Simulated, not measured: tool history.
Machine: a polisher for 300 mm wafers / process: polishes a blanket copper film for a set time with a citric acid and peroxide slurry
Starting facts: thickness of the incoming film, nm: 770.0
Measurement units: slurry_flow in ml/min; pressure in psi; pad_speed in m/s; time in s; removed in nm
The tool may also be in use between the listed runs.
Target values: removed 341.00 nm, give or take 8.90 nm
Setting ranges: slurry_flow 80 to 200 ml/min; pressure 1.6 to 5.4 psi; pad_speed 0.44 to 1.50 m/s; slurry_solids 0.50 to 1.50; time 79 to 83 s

run	hour	slurry_flow	pressure	pad_speed	slurry_solids	time	removed
1	0.0	130	3.5	0.96	1.00	79	224.23
2	1.4	110	3.5	0.96	1.00	79	217.43
3	4.9	135	3.5	0.96	1.00	79	228.46
4	8.6	145	3.7	0.96	1.00	79	243.67
5	16.7	145	3.7	0.96	1.15	79	244.38
6	18.8	145	3.3	0.96	1.15	79	223.64
7	23.7	145	3.3	0.96	1.15	79	222.03
8	28.9	150	3.6	0.96	1.15	79	244.97
9	31.1	185	4.6	0.96	1.15	79	321.36

4 next moves are on the table. One of them brings every result within its allowed miss. Which?
A	33.3	195	4.2	1.14	1.05	79	?
B	33.3	200	5.2	0.92	1.00	83	?
C	33.3	200	4.7	0.86	1.15	79	?
D	33.3	190	4.6	0.94	1.20	79	?

move	removed
A	341.55
B	357.27
C	294.78
D	314.63
A: all results in spec
B: takes the biggest miss from the last run beyond its target
C: lands further from the targets than the last run did
D: lands further from the targets than the last run did
A meets every target.

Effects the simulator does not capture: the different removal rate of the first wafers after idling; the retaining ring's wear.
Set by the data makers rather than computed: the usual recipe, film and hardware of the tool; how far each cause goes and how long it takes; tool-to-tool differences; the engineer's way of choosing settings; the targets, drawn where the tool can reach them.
